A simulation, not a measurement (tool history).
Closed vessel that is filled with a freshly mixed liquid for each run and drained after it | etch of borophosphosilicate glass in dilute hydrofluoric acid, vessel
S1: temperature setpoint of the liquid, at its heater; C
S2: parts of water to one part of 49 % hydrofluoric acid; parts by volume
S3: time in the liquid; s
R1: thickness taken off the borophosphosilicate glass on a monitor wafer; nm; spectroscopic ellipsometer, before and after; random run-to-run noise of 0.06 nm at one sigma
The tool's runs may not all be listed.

Run 1, hour 0: S1 23 C, S2 205 parts by volume, S3 50 s. Result: R1 6.5473 nm.
Run 2, hour 3.2: S1 23 C, S2 205 parts by volume, S3 50 s. Result: R1 6.497 nm.
Run 3, hour 8.9: S1 24 C, S2 205 parts by volume, S3 50 s. Result: R1 6.8035 nm.
Run 4, hour 13.6: S1 25 C, S2 205 parts by volume, S3 50 s. Result: R1 7.0976 nm.
Run 5, hour 15.9: S1 25 C, S2 135 parts by volume, S3 50 s. Result: R1 11.601 nm.
Run 6, hour 22.1: S1 24 C, S2 135 parts by volume, S3 50 s. Result: R1 11.237 nm.
Run 7, hour 24.7: S1 24 C, S2 135 parts by volume, S3 50 s. Result: R1 11.262 nm.
Run 8, hour 26.4: S1 23 C, S2 135 parts by volume, S3 50 s. Result: R1 10.644 nm.
Run 9, hour 32.4: S1 22 C, S2 135 parts by volume, S3 50 s. Result: R1 10.396 nm.

Estimate the outcome of run 10 from the log above:
Run 10, hour 33.8: S1 21.5 C, S2 135 parts by volume, S3 50 s. Result: R1 ?.

{"run 10": {"R1": 10.136}}
